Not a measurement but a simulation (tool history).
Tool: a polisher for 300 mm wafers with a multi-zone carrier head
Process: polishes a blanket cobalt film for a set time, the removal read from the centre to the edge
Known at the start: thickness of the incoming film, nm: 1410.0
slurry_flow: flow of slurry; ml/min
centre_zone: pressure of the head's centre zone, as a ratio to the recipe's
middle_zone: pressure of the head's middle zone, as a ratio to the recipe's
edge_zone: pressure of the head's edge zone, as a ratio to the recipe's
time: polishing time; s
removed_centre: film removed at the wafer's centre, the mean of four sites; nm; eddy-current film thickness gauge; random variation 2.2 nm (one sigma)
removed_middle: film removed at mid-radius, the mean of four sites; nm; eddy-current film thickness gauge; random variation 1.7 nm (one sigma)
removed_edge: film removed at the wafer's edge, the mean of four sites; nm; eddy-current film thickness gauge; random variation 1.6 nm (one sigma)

run    day  slurry_flow  centre_zone  middle_zone  edge_zone  time  removed_centre  removed_middle  removed_edge
  1      0          265            1            1          1    55           272.7             269        262.75
  2  0.096          260         1.01         0.98       0.99    53          257.04          254.05        249.37
  3  0.338          260         1.09         0.98       0.99    53          285.03          251.87        250.03
  4  0.562          255         1.09         0.96       0.98    51          270.33          240.95         236.1
  5  0.908          255         1.09         1.01       0.98    51          269.02          251.04        237.65
  6  0.933          250         1.09         0.99       0.98    50          258.99          239.68        231.64
  7  1.058          245          1.1         0.97       0.98    49           262.5          231.74        231.11
  8  1.342          240          1.1         0.95       0.97    48          258.36          220.88        223.11
  9  1.371          235         1.09         0.93       0.96    47          244.22          214.02        217.46
 10  1.425          230         1.09         0.92       0.95    46          237.85          213.02        213.06

Run 11 comes next. What will it give?
 11  1.729          230          1.1         0.91       0.95    45               ?               ?             ?

{"run 11": {"removed_centre": 238.6, "removed_middle": 199.96, "removed_edge": 201.45}}

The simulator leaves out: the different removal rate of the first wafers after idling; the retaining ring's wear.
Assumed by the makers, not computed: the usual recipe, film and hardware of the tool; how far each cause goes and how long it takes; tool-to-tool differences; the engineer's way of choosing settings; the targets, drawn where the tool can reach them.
